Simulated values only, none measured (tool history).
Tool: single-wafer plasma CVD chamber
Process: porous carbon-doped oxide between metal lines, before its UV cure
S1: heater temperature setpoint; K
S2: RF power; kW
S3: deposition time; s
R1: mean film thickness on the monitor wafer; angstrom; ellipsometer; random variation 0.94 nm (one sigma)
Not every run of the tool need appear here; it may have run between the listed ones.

{"run": 1, "day": 0.0, "S1": 583.15, "S2": 0.425, "S3": 37.3, "R1": 1754.3}
{"run": 2, "day": 0.217, "S1": 580.15, "S2": 0.435, "S3": 37.3, "R1": 1802.5}
{"run": 3, "day": 0.438, "S1": 578.15, "S2": 0.45, "S3": 37.3, "R1": 1901.6}
{"run": 4, "day": 0.638, "S1": 576.15, "S2": 0.455, "S3": 37.3, "R1": 1918.8}
{"run": 5, "day": 0.7, "S1": 587.15, "S2": 0.455, "S3": 37.3, "R1": 1820}
{"run": 6, "day": 0.767, "S1": 580.15, "S2": 0.455, "S3": 37.3, "R1": 1867.7}
{"run": 7, "day": 1.046, "S1": 578.15, "S2": 0.465, "S3": 37.3, "R1": 1941.7}
{"run": 8, "day": 1.242, "S1": 576.15, "S2": 0.47, "S3": 37.3, "R1": 1975.9}
{"run": 9, "day": 1.292, "S1": 574.15, "S2": 0.475, "S3": 37.3, "R1": 2033.3}
{"run": 10, "day": 1.404, "S1": 572.15, "S2": 0.475, "S3": 37.3, "R1": 2044.8}
{"run": 11, "day": 1.475, "S1": 571.15, "S2": 0.475, "S3": 37.3, "R1": 2046.6}
{"run": 12, "day": 1.692, "S1": 570.15, "S2": 0.48, "S3": 37.3, "R1": 2087.3}

Run 13 has not been measured yet. What should we expect?
{"run": 13, "day": 1.829, "S1": 569.15, "S2": 0.48, "S3": 37.3, "R1": "?"}

Run 13 came out at R1 2108.9 angstrom.
